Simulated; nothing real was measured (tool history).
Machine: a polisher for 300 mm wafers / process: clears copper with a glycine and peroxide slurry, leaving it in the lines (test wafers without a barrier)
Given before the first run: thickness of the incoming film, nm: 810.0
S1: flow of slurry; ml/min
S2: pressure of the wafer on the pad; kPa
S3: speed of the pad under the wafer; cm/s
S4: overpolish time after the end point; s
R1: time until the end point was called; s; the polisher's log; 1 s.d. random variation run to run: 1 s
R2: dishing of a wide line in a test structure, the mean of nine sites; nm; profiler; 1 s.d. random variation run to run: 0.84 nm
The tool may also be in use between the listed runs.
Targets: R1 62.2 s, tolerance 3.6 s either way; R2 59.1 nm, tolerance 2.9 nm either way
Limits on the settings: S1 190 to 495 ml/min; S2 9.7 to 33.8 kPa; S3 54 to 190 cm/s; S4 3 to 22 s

{"run": 1, "hour": 0.0, "S1": 320, "S2": 21.4, "S3": 122, "S4": 11, "R1": 90.061, "R2": 42.527}
{"run": 2, "hour": 5.6, "S1": 320, "S2": 18.6, "S3": 122, "S4": 11, "R1": 98.355, "R2": 40.047}
{"run": 3, "hour": 13.4, "S1": 295, "S2": 18.6, "S3": 122, "S4": 11, "R1": 98.074, "R2": 40.063}
{"run": 4, "hour": 15.9, "S1": 295, "S2": 13.8, "S3": 122, "S4": 11, "R1": 117.04, "R2": 34.65}
{"run": 5, "hour": 23.6, "S1": 295, "S2": 17.9, "S3": 124, "S4": 11, "R1": 98.799, "R2": 39.6}
{"run": 6, "hour": 32.1, "S1": 295, "S2": 20.7, "S3": 126, "S4": 11, "R1": 88.666, "R2": 41.654}
{"run": 7, "hour": 41.1, "S1": 300, "S2": 22.8, "S3": 126, "S4": 12, "R1": 82.274, "R2": 44.102}
{"run": 8, "hour": 49.3, "S1": 310, "S2": 24.1, "S3": 126, "S4": 13, "R1": 79.27, "R2": 47.391}
{"run": 9, "hour": 50.5, "S1": 310, "S2": 24.1, "S3": 126, "S4": 13, "R1": 80.569, "R2": 47.967}
{"run": 10, "hour": 51.4, "S1": 310, "S2": 24.1, "S3": 126, "S4": 13, "R1": 79.229, "R2": 48.965}
{"run": 11, "hour": 54.8, "S1": 310, "S2": 25.5, "S3": 126, "S4": 13, "R1": 77.549, "R2": 50.153}
{"run": 12, "hour": 57.6, "S1": 310, "S2": 26.9, "S3": 128, "S4": 13, "R1": 74.539, "R2": 50.74}
{"run": 13, "hour": 62.6, "S1": 310, "S2": 32.4, "S3": 134, "S4": 14, "R1": 62.31, "R2": 55.323}

Which single option among these 5 for the next run brings every result within its allowed miss of target? Just one does.
{"run": "A", "hour": 67.6, "S1": 310, "S2": 31.7, "S3": 132, "S4": 13, "R1": "?", "R2": "?"}
{"run": "B", "hour": 67.6, "S1": 325, "S2": 31.7, "S3": 136, "S4": 17, "R1": "?", "R2": "?"}
{"run": "C", "hour": 67.6, "S1": 285, "S2": 33.8, "S3": 146, "S4": 18, "R1": "?", "R2": "?"}
{"run": "D", "hour": 67.6, "S1": 295, "S2": 30.3, "S3": 116, "S4": 19, "R1": "?", "R2": "?"}
{"run": "E", "hour": 67.6, "S1": 325, "S2": 27.6, "S3": 134, "S4": 19, "R1": "?", "R2": "?"}

move=A R1=61.994 R2=54.404
move=B R1=60.098 R2=59.625
move=C R1=54.473 R2=61.523
move=D R1=72.122 R2=59.059
move=E R1=67.21 R2=59.505
A: moves away from the targets compared with the last run
B: hits every target within its allowed miss
C: brings the result that was furthest off to its target, and leaves another outside
D: brings the result that was furthest off to its target, and leaves another outside
E: brings the result that was furthest off to its target, and leaves another outside
The right move is B.
